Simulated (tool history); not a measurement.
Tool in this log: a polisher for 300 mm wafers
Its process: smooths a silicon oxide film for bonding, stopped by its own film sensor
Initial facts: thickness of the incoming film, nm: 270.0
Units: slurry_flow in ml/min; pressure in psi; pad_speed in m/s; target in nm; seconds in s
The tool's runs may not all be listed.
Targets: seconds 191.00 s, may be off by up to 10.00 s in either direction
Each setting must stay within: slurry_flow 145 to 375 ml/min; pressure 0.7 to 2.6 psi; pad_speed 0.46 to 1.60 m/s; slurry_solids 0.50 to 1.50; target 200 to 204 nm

| run | hour | slurry_flow | pressure | pad_speed | slurry_solids | target | seconds |
|---|---|---|---|---|---|---|---|
| 1 | 0.0 | 240 | 1.6 | 1.02 | 1.00 | 204 | 119.32 |
| 2 | 2.6 | 240 | 1.6 | 1.24 | 1.00 | 204 | 106.74 |
| 3 | 8.8 | 240 | 1.5 | 1.24 | 1.00 | 204 | 118.69 |
| 4 | 9.5 | 240 | 1.5 | 1.24 | 1.15 | 204 | 111.05 |
| 5 | 15.7 | 240 | 1.4 | 1.24 | 1.15 | 204 | 114.70 |
| 6 | 21.3 | 240 | 1.3 | 1.22 | 1.15 | 204 | 127.05 |
| 7 | 27.0 | 240 | 1.2 | 1.22 | 1.15 | 204 | 138.97 |
| 8 | 34.9 | 240 | 1.0 | 1.20 | 1.15 | 204 | 166.22 |

Exercise: of the 4 proposed moves below, exactly one satisfies all targets within the stated allowed misses. Which move is it?
| A | 42.8 | 230 | 1.1 | 1.14 | 1.00 | 200 | ? |
| B | 42.8 | 200 | 1.0 | 1.20 | 1.05 | 204 | ? |
| C | 42.8 | 295 | 1.0 | 1.16 | 1.00 | 203 | ? |
| D | 42.8 | 360 | 0.9 | 0.90 | 1.40 | 204 | ? |

| move | seconds |
|---|---|
| A | 173.28 |
| B | 175.16 |
| C | 175.10 |
| D | 192.43 |
A: better than the last run, though not everything is in spec
B: better than the last run, though not everything is in spec
C: better than the last run, though not everything is in spec
D: meets every target
Correct choice: D, which meets every target
